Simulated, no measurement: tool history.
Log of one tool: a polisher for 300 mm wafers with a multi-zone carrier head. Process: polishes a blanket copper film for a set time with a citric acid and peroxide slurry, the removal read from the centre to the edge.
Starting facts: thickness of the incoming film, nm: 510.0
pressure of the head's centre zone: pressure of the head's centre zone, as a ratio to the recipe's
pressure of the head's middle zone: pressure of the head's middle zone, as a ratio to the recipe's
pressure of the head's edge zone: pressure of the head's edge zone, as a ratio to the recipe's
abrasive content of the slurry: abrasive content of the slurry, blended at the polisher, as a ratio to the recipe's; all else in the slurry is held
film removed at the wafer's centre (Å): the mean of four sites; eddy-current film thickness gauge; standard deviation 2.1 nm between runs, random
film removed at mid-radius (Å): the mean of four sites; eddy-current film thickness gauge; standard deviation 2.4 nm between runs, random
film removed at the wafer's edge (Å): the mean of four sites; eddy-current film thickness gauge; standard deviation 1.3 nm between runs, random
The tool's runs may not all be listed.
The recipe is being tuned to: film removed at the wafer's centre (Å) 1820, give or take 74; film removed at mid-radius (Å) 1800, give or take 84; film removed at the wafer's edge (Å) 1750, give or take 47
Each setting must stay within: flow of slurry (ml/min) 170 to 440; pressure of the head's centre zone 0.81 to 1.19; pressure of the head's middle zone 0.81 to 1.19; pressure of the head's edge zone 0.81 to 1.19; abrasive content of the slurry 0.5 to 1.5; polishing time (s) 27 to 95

run  hour  flow of slurry (ml/min)  pressure of the head's centre zone  pressure of the head's middle zone  pressure of the head's edge zone  abrasive content of the slurry  polishing time (s)  film removed at the wafer's centre (Å)  film removed at mid-radius (Å)  film removed at the wafer's edge (Å)
  1     0                      280                                   1                                   1                                 1                               1                  61                                  2061.5                          2052.5                                2022.7
  2     4                      275                                0.99                                0.98                              0.96                             0.9                  61                                  1925.3                            1905                                  1960
  3   6.5                      275                                0.99                                0.98                              0.96                             0.9                  51                                  1611.2                          1620.6                                1625.5
  4    13                      275                                0.99                                0.98                              0.91                             0.9                  51                                    1616                          1630.2                                1581.5
  5  13.9                      285                                   1                                0.99                              0.94                            0.95                  51                                  1663.1                          1648.5                                1664.4
  6  16.8                      285                                0.93                                0.99                              0.94                            0.95                  51                                  1577.7                          1669.5                                  1633
  7    24                      300                                0.96                                   1                              0.95                            0.95                  51                                  1637.8                          1692.6                                  1635
  8  32.1                      305                                0.98                                1.01                              0.97                               1                  51                                    1646                          1694.5                                1700.5
  9  39.5                      295                                1.01                                1.02                              0.96                            1.05                  51                                  1775.8                          1746.2                                1706.9
 10  47.5                      295                                1.01                                1.03                              0.97                            1.05                  51                                  1686.4                          1720.9                                1701.3

Which one of the following 5 next-run settings gets every result inside its allowed miss? There is exactly one.
  A  55.5                      320                                 1.1                                1.02                               0.9                            1.15                  49                                       ?                               ?                                     ?
  B  55.5                      235                                1.13                                0.96                              0.84                            1.35                  52                                       ?                               ?                                     ?
  C  55.5                      360                                1.05                                0.97                              0.83                             1.2                  53                                       ?                               ?                                     ?
  D  55.5                      260                                1.12                                0.96                               0.9                            1.05                  52                                       ?                               ?                                     ?
  E  55.5                      245                                   1                                0.99                              0.88                            1.45                  51                                       ?                               ?                                     ?

move  film removed at the wafer's centre (Å)  film removed at mid-radius (Å)  film removed at the wafer's edge (Å)
   A                                  1864.7                          1728.6                                1635.6
   B                                  2050.6                          1776.3                                1715.4
   C                                  1964.7                          1839.8                                1737.5
   D                                    1929                          1684.1                                1673.8
   E                                  1819.2                          1822.4                                  1754
A: the worst result of the last run now meets its target, but another is out of spec
B: pushes the last run's worst result past its target
C: pushes the last run's worst result past its target
D: pushes the last run's worst result past its target
E: in spec on every target
E is the move that brings every result within its allowed miss.

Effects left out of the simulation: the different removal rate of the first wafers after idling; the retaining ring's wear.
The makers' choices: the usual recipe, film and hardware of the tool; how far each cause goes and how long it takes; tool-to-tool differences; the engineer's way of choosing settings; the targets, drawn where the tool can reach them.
